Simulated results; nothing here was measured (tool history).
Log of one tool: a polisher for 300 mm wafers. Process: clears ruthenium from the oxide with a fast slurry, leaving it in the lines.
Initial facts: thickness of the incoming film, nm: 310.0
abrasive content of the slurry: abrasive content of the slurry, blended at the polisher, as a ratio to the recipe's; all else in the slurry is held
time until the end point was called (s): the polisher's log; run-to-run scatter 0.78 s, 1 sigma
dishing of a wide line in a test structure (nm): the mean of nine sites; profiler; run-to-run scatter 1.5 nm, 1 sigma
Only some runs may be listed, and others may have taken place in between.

| run | hour | flow of slurry (ml/min) | pressure of the wafer on the pad (psi) | speed of the pad under the wafer (m/s) | abrasive content of the slurry | overpolish time after the end point (s) | time until the end point was called (s) | dishing of a wide line in a test structure (nm) |
|---|---|---|---|---|---|---|---|---|
| 1 | 0.0 | 185 | 3.3 | 1.04 | 1.0 | 19 | 68.143 | 65.327 |
| 2 | 6.6 | 185 | 3.2 | 1.04 | 1.0 | 20 | 69.358 | 65.601 |
| 3 | 15.3 | 185 | 3.2 | 1.24 | 1.0 | 20 | 60.088 | 75.204 |
| 4 | 18.6 | 185 | 3.1 | 1.24 | 1.0 | 21 | 60.973 | 75.516 |
| 5 | 21.4 | 185 | 3.0 | 1.24 | 1.0 | 22 | 62.752 | 81.265 |
| 6 | 28.2 | 185 | 2.9 | 1.24 | 1.0 | 22 | 65.184 | 77.350 |
| 7 | 29.6 | 185 | 2.8 | 1.24 | 1.0 | 22 | 68.253 | 75.309 |

Expected results for the next run?
| 8 | 31.3 | 185 | 2.7 | 1.24 | 1.0 | 22 | ? | ? |

time until the end point was called (s): 70.238
dishing of a wide line in a test structure (nm): 73.296
